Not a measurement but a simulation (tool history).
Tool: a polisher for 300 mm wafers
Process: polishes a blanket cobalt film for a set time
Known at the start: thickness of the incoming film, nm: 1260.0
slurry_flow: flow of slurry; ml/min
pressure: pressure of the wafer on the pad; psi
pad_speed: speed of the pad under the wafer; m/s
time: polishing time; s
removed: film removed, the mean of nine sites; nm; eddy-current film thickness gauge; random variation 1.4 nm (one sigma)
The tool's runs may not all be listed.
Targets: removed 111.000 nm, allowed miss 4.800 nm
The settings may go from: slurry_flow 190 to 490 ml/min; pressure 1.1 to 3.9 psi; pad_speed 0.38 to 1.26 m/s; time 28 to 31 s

run	hour	slurry_flow	pressure	pad_speed	time	removed
1	0.0	315	2.5	0.82	31	173.140
2	7.9	315	2.3	0.82	31	164.360
3	9.0	315	2.3	0.82	31	164.390
4	12.0	315	2.3	0.82	31	162.940
5	13.6	315	2.1	0.82	31	151.320
6	14.4	255	2.1	0.82	31	152.330
7	17.1	255	2.0	0.82	31	143.910
8	21.5	255	1.9	0.82	31	140.610
9	29.0	255	1.8	0.82	31	135.180
10	32.3	255	1.2	0.80	31	101.370

5 next moves are on the table. One of them brings every result within its allowed miss. Which?
A	35.6	265	1.1	0.86	29	?
B	35.6	285	1.2	0.82	29	?
C	35.6	215	1.1	0.86	28	?
D	35.6	260	1.1	0.76	30	?
E	35.6	190	1.2	0.92	31	?

move	removed
A	97.338
B	99.511
C	91.441
D	91.785
E	109.660
A: further off than the last run
B: further off than the last run
C: further off than the last run
D: further off than the last run
E: meets every target
The right move is E.

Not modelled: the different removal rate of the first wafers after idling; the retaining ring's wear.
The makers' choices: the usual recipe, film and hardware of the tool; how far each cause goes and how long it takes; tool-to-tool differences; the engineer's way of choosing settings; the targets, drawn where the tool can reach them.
